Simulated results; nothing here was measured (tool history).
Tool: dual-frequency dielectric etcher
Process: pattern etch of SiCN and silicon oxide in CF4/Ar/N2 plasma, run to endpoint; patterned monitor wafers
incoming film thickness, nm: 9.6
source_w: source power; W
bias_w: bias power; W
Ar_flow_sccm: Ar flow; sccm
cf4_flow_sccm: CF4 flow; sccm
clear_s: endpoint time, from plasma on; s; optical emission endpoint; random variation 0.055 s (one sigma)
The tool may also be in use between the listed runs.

run,hour,source_w,bias_w,Ar_flow_sccm,cf4_flow_sccm,clear_s
1,0,580,57,132,46,10.771
2,9,590,57,132,46,10.616
3,16.4,590,57,142,46,10.884
4,19.8,600,57,142,46,10.71
5,21.1,530,57,142,46,11.793
6,26.9,530,57,127,46,11.55
7,31.1,550,57,127,46,11.223

Forecast run 8:
8,32.1,570,57,127,46,?

clear_s: 11.021 s
